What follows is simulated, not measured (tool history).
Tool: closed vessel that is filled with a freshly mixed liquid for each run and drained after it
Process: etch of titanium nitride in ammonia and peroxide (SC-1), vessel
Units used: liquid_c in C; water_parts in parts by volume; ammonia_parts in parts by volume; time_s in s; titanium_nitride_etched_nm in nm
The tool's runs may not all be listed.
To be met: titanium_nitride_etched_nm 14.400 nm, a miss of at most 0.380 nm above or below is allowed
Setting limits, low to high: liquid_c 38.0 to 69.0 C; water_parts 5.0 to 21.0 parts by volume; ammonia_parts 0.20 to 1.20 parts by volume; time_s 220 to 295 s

run  hour  liquid_c  water_parts  ammonia_parts  time_s  titanium_nitride_etched_nm
  1   0.0      53.0         11.5           1.00     295                      25.043
  2   6.8      59.0         11.5           1.00     295                      37.482
  3  12.6      55.5         11.5           1.00     295                      29.901
  4  13.3      53.0         11.5           1.00     295                      24.959
  5  22.1      53.0         11.5           0.75     295                      24.280
  6  30.7      51.0         11.5           0.75     295                      20.831
  7  36.7      49.5         11.5           0.75     295                      18.696
  8  42.8      48.5         11.5           0.75     295                      17.551
  9  50.4      48.0         11.5           0.75     295                      17.099
 10  57.8      47.5         11.5           0.75     295                      16.395

4 candidate next runs follow, results not yet known. Just one meets every target within its allowed miss. Identify it.
  A  65.2      53.0         15.5           0.80     280                           ?
  B  65.2      49.0         12.5           1.20     225                           ?
  C  65.2      45.0         12.0           0.75     295                           ?
  D  65.2      50.5         12.5           0.60     290                           ?

move  titanium_nitride_etched_nm
   A                      19.739
   B                      14.378
   C                      13.447
   D                      18.367
A: its largest miss is bigger than the last run's
B: hits every target within its allowed miss
C: moves the result that the last run missed by most past its target, out the other side
D: its largest miss is bigger than the last run's
The move that meets every target is B.
